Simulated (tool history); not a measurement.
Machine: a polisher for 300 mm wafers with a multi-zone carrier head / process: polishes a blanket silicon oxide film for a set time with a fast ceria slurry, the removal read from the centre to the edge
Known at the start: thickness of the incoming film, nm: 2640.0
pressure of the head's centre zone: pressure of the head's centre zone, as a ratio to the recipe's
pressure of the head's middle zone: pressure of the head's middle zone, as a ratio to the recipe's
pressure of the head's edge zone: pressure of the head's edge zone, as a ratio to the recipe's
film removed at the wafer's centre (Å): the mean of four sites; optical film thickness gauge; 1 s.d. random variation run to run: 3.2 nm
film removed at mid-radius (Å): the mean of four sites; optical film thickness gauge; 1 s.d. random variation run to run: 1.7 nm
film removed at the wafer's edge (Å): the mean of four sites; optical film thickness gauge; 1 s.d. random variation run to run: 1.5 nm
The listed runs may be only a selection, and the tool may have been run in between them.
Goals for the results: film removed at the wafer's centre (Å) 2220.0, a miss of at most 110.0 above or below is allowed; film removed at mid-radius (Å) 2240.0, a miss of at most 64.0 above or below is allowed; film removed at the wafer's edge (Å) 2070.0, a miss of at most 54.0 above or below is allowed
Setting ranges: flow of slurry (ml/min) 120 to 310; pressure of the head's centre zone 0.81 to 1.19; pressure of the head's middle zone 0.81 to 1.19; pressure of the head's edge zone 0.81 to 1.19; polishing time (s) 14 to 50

run,hour,flow of slurry (ml/min),pressure of the head's centre zone,pressure of the head's middle zone,pressure of the head's edge zone,polishing time (s),film removed at the wafer's centre (Å),film removed at mid-radius (Å),film removed at the wafer's edge (Å)
1,0.0,200,1.00,1.00,1.00,32,2468.3,2468.9,2437.1
2,2.2,235,1.00,1.00,1.00,32,2581.3,2560.5,2449.3
3,6.0,235,1.00,0.94,1.00,32,2518.1,2414.7,2470.2
4,9.3,230,1.00,0.94,0.98,32,2455.6,2401.2,2449.9
5,16.7,230,1.01,0.95,0.97,32,2549.1,2434.7,2379.4
6,24.5,230,0.96,0.95,0.97,32,2335.5,2458.1,2419.2
7,29.9,225,0.97,0.95,0.95,32,2402.6,2415.5,2370.6
8,35.8,220,0.97,0.95,0.94,32,2469.9,2380.5,2348.8
9,37.4,215,0.96,0.95,0.93,32,2371.0,2446.1,2350.2
10,40.7,210,0.96,0.95,0.92,32,2293.7,2424.1,2309.6
11,46.0,205,0.97,0.95,0.91,32,2351.5,2408.9,2315.4
12,53.1,205,0.97,0.95,0.90,32,2340.3,2423.3,2316.2
13,58.5,205,0.97,0.95,0.89,32,2401.9,2382.9,2310.4
14,67.2,205,0.97,0.95,0.88,32,2424.1,2433.7,2277.3
15,71.3,200,0.97,0.95,0.87,32,2393.2,2377.0,2253.0
16,76.5,195,0.97,0.95,0.86,32,2343.5,2381.6,2235.7
17,83.1,190,0.97,0.95,0.85,32,2360.1,2344.1,2245.8
18,88.9,190,0.96,0.96,0.83,31,2301.7,2333.2,2131.3
19,94.8,190,0.96,0.96,0.83,31,2247.6,2309.8,2152.2

Which of these 4 next moves meets every target?
A,100.7,160,1.01,0.91,0.92,32,?,?,?
B,100.7,260,0.86,0.98,0.81,30,?,?,?
C,100.7,180,0.98,0.97,0.83,30,?,?,?
D,100.7,165,0.91,1.01,0.84,33,?,?,?

move,film removed at the wafer's centre (Å),film removed at mid-radius (Å),film removed at the wafer's edge (Å)
A,2349.0,2226.1,2247.4
B,2029.6,2387.9,2096.5
C,2187.7,2248.3,2040.2
D,2196.3,2521.3,2230.1
A: moves away from the targets compared with the last run
B: brings the last run's worst result on target, with another outside its allowed miss
C: in spec on every target
D: moves away from the targets compared with the last run
Move C is the one to make.

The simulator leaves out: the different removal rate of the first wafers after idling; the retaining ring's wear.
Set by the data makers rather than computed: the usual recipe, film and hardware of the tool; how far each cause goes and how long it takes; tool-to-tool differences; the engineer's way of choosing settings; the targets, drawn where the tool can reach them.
